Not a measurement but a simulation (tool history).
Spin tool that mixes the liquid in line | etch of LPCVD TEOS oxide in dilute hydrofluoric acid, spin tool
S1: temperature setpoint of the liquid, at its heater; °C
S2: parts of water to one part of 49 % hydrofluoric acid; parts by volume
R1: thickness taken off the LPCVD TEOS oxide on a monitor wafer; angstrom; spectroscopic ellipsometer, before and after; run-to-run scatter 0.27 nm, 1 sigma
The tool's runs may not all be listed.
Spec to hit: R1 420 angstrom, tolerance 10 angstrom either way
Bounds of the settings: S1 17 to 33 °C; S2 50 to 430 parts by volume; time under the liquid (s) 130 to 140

Run 1, day 0: S1 25 °C, S2 240 parts by volume, time under the liquid (s) 130. Result: R1 95.928 angstrom.
Run 2, day 0.367: S1 25 °C, S2 240 parts by volume, time under the liquid (s) 140. Result: R1 102.59 angstrom.
Run 3, day 0.554: S1 27.5 °C, S2 180 parts by volume, time under the liquid (s) 140. Result: R1 159.08 angstrom.
Run 4, day 0.925: S1 30 °C, S2 180 parts by volume, time under the liquid (s) 140. Result: R1 176 angstrom.
Run 5, day 1.138: S1 31 °C, S2 140 parts by volume, time under the liquid (s) 140. Result: R1 243.29 angstrom.
Run 6, day 1.329: S1 33 °C, S2 140 parts by volume, time under the liquid (s) 140. Result: R1 267.17 angstrom.
Run 7, day 1.396: S1 33 °C, S2 115 parts by volume, time under the liquid (s) 140. Result: R1 332.58 angstrom.
Run 8, day 1.504: S1 33 °C, S2 105 parts by volume, time under the liquid (s) 140. Result: R1 372.93 angstrom.
Run 9, day 1.792: S1 33 °C, S2 100 parts by volume, time under the liquid (s) 140. Result: R1 389.67 angstrom.

Pick the move, out of 4, that brings all results within their allowed miss; only one does.
Run A, day 2.079: S1 33 °C, S2 95 parts by volume, time under the liquid (s) 140. Result: R1 ?.
Run B, day 2.079: S1 31.5 °C, S2 95 parts by volume, time under the liquid (s) 140. Result: R1 ?.
Run C, day 2.079: S1 31 °C, S2 90 parts by volume, time under the liquid (s) 135. Result: R1 ?.
Run D, day 2.079: S1 33 °C, S2 95 parts by volume, time under the liquid (s) 135. Result: R1 ?.

move      R1
   A  418.43
   B   395.9
   C  398.45
   D  403.48
A: every result within its allowed miss
B: better than the last run, though not everything is in spec
C: better than the last run, though not everything is in spec
D: better than the last run, though not everything is in spec
Move A is the one to make.

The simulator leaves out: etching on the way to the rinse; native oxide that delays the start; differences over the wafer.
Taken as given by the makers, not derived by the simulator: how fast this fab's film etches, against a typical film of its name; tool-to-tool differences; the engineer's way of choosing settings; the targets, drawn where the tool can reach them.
